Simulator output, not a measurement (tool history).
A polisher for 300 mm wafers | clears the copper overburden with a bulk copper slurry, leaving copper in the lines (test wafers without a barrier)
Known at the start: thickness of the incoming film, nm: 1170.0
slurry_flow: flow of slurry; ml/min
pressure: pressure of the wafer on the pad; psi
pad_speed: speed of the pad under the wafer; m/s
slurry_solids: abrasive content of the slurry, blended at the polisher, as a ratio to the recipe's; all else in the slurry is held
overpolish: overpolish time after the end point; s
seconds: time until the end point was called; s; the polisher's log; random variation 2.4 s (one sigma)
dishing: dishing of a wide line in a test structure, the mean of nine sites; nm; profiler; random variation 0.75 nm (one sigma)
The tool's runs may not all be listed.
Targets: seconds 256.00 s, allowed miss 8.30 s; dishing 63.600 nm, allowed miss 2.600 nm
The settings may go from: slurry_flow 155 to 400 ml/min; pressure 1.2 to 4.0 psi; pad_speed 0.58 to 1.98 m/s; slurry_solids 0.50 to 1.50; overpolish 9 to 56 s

| run | hour | slurry_flow | pressure | pad_speed | slurry_solids | overpolish | seconds | dishing |
|---|---|---|---|---|---|---|---|---|
| 1 | 0.0 | 255 | 2.6 | 1.28 | 1.00 | 29 | 122.36 | 84.455 |
| 2 | 5.5 | 255 | 2.5 | 1.26 | 1.00 | 29 | 128.84 | 83.159 |
| 3 | 12.9 | 255 | 2.2 | 1.26 | 1.00 | 29 | 146.84 | 77.668 |
| 4 | 18.2 | 255 | 2.1 | 1.24 | 1.00 | 29 | 153.24 | 76.041 |
| 5 | 18.8 | 255 | 2.5 | 1.24 | 1.00 | 29 | 129.03 | 82.810 |
| 6 | 25.5 | 255 | 2.4 | 1.22 | 1.00 | 29 | 138.83 | 81.107 |
| 7 | 33.3 | 255 | 2.3 | 1.20 | 1.00 | 29 | 145.09 | 77.781 |
| 8 | 34.3 | 255 | 2.2 | 1.18 | 1.00 | 30 | 155.53 | 76.916 |

4 next moves are on the table. One of them brings every result within its allowed miss. Which?
| A | 35.3 | 225 | 1.4 | 1.12 | 0.90 | 36 | ? | ? |
| B | 35.3 | 220 | 2.9 | 1.22 | 0.75 | 34 | ? | ? |
| C | 35.3 | 175 | 2.6 | 0.82 | 1.00 | 54 | ? | ? |
| D | 35.3 | 275 | 2.9 | 1.40 | 1.10 | 32 | ? | ? |

| move | seconds | dishing |
|---|---|---|
| A | 259.48 | 63.055 |
| B | 123.28 | 88.970 |
| C | 196.91 | 86.428 |
| D | 97.37 | 90.776 |
A: meets every target
B: further off than the last run
C: nearer than the last run, and not there yet
D: further off than the last run
The right move is A.

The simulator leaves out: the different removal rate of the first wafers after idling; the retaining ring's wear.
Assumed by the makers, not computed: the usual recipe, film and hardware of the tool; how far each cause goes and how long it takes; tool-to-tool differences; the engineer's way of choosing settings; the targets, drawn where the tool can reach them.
